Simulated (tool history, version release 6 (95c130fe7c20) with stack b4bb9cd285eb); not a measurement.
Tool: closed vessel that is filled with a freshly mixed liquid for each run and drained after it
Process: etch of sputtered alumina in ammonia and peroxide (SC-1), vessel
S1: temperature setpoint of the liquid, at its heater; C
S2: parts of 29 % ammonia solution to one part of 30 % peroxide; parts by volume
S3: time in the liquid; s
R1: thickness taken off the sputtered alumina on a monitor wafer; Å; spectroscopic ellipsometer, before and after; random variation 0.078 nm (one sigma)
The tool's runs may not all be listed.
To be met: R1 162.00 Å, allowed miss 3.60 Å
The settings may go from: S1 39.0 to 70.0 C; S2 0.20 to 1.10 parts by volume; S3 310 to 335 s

| run | hour | S1 | S2 | S3 | R1 |
|---|---|---|---|---|---|
| 1 | 0.0 | 55.0 | 0.60 | 310 | 258.02 |
| 2 | 0.7 | 55.0 | 0.60 | 310 | 256.01 |
| 3 | 6.2 | 53.5 | 0.60 | 310 | 238.65 |
| 4 | 14.6 | 52.0 | 0.60 | 310 | 219.31 |
| 5 | 22.9 | 52.0 | 0.45 | 310 | 215.49 |
| 6 | 24.2 | 52.0 | 0.55 | 310 | 219.10 |
| 7 | 31.0 | 51.0 | 0.55 | 310 | 204.63 |
| 8 | 32.1 | 50.0 | 0.55 | 310 | 194.98 |
| 9 | 35.7 | 49.5 | 0.55 | 310 | 188.09 |
| 10 | 38.3 | 49.0 | 0.55 | 310 | 184.85 |
| 11 | 38.9 | 48.5 | 0.55 | 310 | 180.64 |
| 12 | 42.4 | 48.0 | 0.55 | 310 | 175.45 |
| 13 | 46.8 | 46.0 | 0.55 | 310 | 155.58 |

5 next moves are on the table. One of them brings every result within its allowed miss. Which?
| A | 51.2 | 45.5 | 0.50 | 310 | ? |
| B | 51.2 | 45.0 | 0.65 | 335 | ? |
| C | 51.2 | 45.0 | 0.45 | 320 | ? |
| D | 51.2 | 45.5 | 0.55 | 310 | ? |
| E | 51.2 | 44.0 | 0.60 | 335 | ? |

| move | R1 |
|---|---|
| A | 150.68 |
| B | 162.27 |
| C | 149.67 |
| D | 152.05 |
| E | 152.09 |
A: further off than the last run
B: meets every target
C: further off than the last run
D: further off than the last run
E: further off than the last run
Move B is the one to make.
